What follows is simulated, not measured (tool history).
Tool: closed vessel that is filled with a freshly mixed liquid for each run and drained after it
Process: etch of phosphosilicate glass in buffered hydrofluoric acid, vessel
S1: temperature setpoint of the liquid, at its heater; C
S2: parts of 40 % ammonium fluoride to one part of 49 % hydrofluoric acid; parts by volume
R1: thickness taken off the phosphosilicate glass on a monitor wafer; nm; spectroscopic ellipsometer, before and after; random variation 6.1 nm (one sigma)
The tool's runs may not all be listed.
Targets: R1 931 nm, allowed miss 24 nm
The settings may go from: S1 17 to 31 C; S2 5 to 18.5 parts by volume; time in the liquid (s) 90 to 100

Run 1, hour 0: S1 23 C, S2 11.5 parts by volume, time in the liquid (s) 90. Result: R1 630.43 nm.
Run 2, hour 4.6: S1 23 C, S2 11.5 parts by volume, time in the liquid (s) 100. Result: R1 698.83 nm.
Run 3, hour 8.4: S1 24.5 C, S2 11.5 parts by volume, time in the liquid (s) 100. Result: R1 756.64 nm.
Run 4, hour 9.9: S1 23 C, S2 11.5 parts by volume, time in the liquid (s) 100. Result: R1 703.14 nm.
Run 5, hour 16.4: S1 23 C, S2 10.5 parts by volume, time in the liquid (s) 100. Result: R1 770.52 nm.
Run 6, hour 19.3: S1 21.5 C, S2 10.5 parts by volume, time in the liquid (s) 100. Result: R1 703.92 nm.
Run 7, hour 27.1: S1 23 C, S2 10.5 parts by volume, time in the liquid (s) 100. Result: R1 763.84 nm.
Run 8, hour 29.3: S1 24 C, S2 10.5 parts by volume, time in the liquid (s) 100. Result: R1 807.21 nm.
Run 9, hour 36.3: S1 25 C, S2 10.5 parts by volume, time in the liquid (s) 100. Result: R1 849.04 nm.
Run 10, hour 37.3: S1 25.5 C, S2 10.5 parts by volume, time in the liquid (s) 100. Result: R1 882.25 nm.
Run 11, hour 38.5: S1 26 C, S2 10.5 parts by volume, time in the liquid (s) 100. Result: R1 898.39 nm.

5 next moves are on the table. One of them brings every result within its allowed miss. Which?
Run A, hour 39.7: S1 28.5 C, S2 10 parts by volume, time in the liquid (s) 90. Result: R1 ?.
Run B, hour 39.7: S1 28 C, S2 10 parts by volume, time in the liquid (s) 95. Result: R1 ?.
Run C, hour 39.7: S1 23.5 C, S2 8 parts by volume, time in the liquid (s) 100. Result: R1 ?.
Run D, hour 39.7: S1 28.5 C, S2 11 parts by volume, time in the liquid (s) 95. Result: R1 ?.
Run E, hour 39.7: S1 26.5 C, S2 9.5 parts by volume, time in the liquid (s) 100. Result: R1 ?.

move      R1
   A  963.88
   B  990.81
   C  993.57
   D  927.37
   E  994.29
A: takes the result that was furthest off past its target
B: takes the result that was furthest off past its target
C: takes the result that was furthest off past its target
D: meets every target
E: takes the result that was furthest off past its target
Move D is the one to make.
